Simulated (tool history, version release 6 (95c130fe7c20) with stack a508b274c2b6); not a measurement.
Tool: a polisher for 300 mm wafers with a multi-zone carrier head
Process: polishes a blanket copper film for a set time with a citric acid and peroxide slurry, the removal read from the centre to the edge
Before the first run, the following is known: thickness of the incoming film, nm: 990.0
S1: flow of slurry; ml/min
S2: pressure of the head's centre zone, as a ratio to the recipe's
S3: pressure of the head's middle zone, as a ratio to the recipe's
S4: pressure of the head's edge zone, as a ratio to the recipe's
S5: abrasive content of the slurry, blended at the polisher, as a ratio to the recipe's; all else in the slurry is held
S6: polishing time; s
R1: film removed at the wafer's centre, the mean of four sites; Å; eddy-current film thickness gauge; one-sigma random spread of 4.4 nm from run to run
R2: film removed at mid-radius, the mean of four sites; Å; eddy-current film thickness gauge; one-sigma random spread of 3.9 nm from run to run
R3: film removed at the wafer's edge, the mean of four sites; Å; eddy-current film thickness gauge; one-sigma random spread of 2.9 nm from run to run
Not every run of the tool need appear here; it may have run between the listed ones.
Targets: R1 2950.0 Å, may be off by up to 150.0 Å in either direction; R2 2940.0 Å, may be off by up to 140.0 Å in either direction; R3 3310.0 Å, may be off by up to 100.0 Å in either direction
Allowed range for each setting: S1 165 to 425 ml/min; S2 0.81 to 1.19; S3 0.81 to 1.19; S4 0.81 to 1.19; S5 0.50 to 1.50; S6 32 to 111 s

{"run": 1, "hour": 0.0, "S1": 275, "S2": 1.0, "S3": 1.0, "S4": 1.0, "S5": 1.0, "S6": 71, "R1": 2420.7, "R2": 2462.8, "R3": 2503.0}
{"run": 2, "hour": 2.9, "S1": 275, "S2": 1.0, "S3": 0.99, "S4": 1.05, "S5": 1.15, "S6": 73, "R1": 2583.9, "R2": 2596.3, "R3": 2677.3}
{"run": 3, "hour": 11.1, "S1": 275, "S2": 0.98, "S3": 0.97, "S4": 1.09, "S5": 1.25, "S6": 76, "R1": 2742.9, "R2": 2723.9, "R3": 2896.3}
{"run": 4, "hour": 18.0, "S1": 275, "S2": 0.96, "S3": 0.96, "S4": 1.12, "S5": 1.3, "S6": 77, "R1": 2663.5, "R2": 2807.8, "R3": 3024.7}
{"run": 5, "hour": 19.5, "S1": 275, "S2": 1.01, "S3": 0.96, "S4": 1.12, "S5": 1.3, "S6": 77, "R1": 2929.7, "R2": 2774.0, "R3": 3038.3}
{"run": 6, "hour": 22.5, "S1": 335, "S2": 1.01, "S3": 0.96, "S4": 1.12, "S5": 1.3, "S6": 77, "R1": 2900.3, "R2": 2860.1, "R3": 3060.7}
{"run": 7, "hour": 23.1, "S1": 335, "S2": 1.0, "S3": 0.95, "S4": 1.14, "S5": 1.35, "S6": 78, "R1": 2880.1, "R2": 2837.0, "R3": 3181.3}
{"run": 8, "hour": 31.0, "S1": 335, "S2": 1.0, "S3": 0.96, "S4": 1.15, "S5": 1.35, "S6": 78, "R1": 2891.9, "R2": 2963.8, "R3": 3122.3}
{"run": 9, "hour": 34.5, "S1": 335, "S2": 0.99, "S3": 0.95, "S4": 1.15, "S5": 1.4, "S6": 78, "R1": 2937.1, "R2": 2897.1, "R3": 3166.8}

4 candidate next runs follow, results not yet known. Just one meets every target within its allowed miss. Identify it.
{"run": "A", "hour": 38.0, "S1": 310, "S2": 0.94, "S3": 0.88, "S4": 1.07, "S5": 1.25, "S6": 87, "R1": "?", "R2": "?", "R3": "?"}
{"run": "B", "hour": 38.0, "S1": 345, "S2": 1.06, "S3": 1.04, "S4": 1.14, "S5": 1.4, "S6": 73, "R1": "?", "R2": "?", "R3": "?"}
{"run": "C", "hour": 38.0, "S1": 305, "S2": 1.0, "S3": 0.96, "S4": 1.17, "S5": 1.25, "S6": 77, "R1": "?", "R2": "?", "R3": "?"}
{"run": "D", "hour": 38.0, "S1": 415, "S2": 1.08, "S3": 0.96, "S4": 1.13, "S5": 1.5, "S6": 72, "R1": "?", "R2": "?", "R3": "?"}

move=A R1=2959.9 R2=2952.0 R3=3344.4
move=B R1=2896.2 R2=2948.6 R3=2974.5
move=C R1=2778.1 R2=2803.2 R3=3072.1
move=D R1=3000.8 R2=2801.3 R3=3004.9
A: meets every target
B: misses by more than the last run did
C: misses by more than the last run did
D: misses by more than the last run did
Answer: A
